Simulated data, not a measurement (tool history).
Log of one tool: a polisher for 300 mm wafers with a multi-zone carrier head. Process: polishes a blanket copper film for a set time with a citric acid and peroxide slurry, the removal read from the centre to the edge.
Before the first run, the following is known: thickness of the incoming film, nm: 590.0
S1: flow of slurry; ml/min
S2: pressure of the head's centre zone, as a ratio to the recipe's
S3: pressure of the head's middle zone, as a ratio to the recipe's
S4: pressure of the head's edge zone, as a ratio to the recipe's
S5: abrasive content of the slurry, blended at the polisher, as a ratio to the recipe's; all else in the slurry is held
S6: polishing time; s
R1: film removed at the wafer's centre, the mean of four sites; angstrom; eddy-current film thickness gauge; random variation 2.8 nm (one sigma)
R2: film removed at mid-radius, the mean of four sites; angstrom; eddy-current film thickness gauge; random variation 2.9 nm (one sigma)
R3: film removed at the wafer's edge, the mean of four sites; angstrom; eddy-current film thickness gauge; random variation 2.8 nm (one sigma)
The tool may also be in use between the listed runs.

{"run": 1, "day": 0.0, "S1": 290, "S2": 1.0, "S3": 1.0, "S4": 1.0, "S5": 1.0, "S6": 50, "R1": 1562.0, "R2": 1400.5, "R3": 1397.9}
{"run": 2, "day": 0.121, "S1": 290, "S2": 1.01, "S3": 0.98, "S4": 1.04, "S5": 1.1, "S6": 54, "R1": 1774.6, "R2": 1537.7, "R3": 1596.1}
{"run": 3, "day": 0.479, "S1": 220, "S2": 1.01, "S3": 0.98, "S4": 1.04, "S5": 1.1, "S6": 54, "R1": 1716.9, "R2": 1498.4, "R3": 1570.1}
{"run": 4, "day": 0.642, "S1": 215, "S2": 1.02, "S3": 0.97, "S4": 1.07, "S5": 1.2, "S6": 57, "R1": 1856.2, "R2": 1565.5, "R3": 1643.1}
{"run": 5, "day": 0.671, "S1": 215, "S2": 1.02, "S3": 1.03, "S4": 1.07, "S5": 1.2, "S6": 57, "R1": 1856.4, "R2": 1681.0, "R3": 1707.4}
{"run": 6, "day": 0.996, "S1": 280, "S2": 1.02, "S3": 1.03, "S4": 1.07, "S5": 1.2, "S6": 57, "R1": 1934.1, "R2": 1677.4, "R3": 1702.9}
{"run": 7, "day": 1.246, "S1": 275, "S2": 1.01, "S3": 1.0, "S4": 1.09, "S5": 1.25, "S6": 60, "R1": 2008.9, "R2": 1749.2, "R3": 1892.0}

Forecast run 8:
{"run": 8, "day": 1.358, "S1": 285, "S2": 1.02, "S3": 1.0, "S4": 1.11, "S5": 1.3, "S6": 61, "R1": "?", "R2": "?", "R3": "?"}

R1: 2113.2 angstrom
R2: 1785.4 angstrom
R3: 1908.0 angstrom
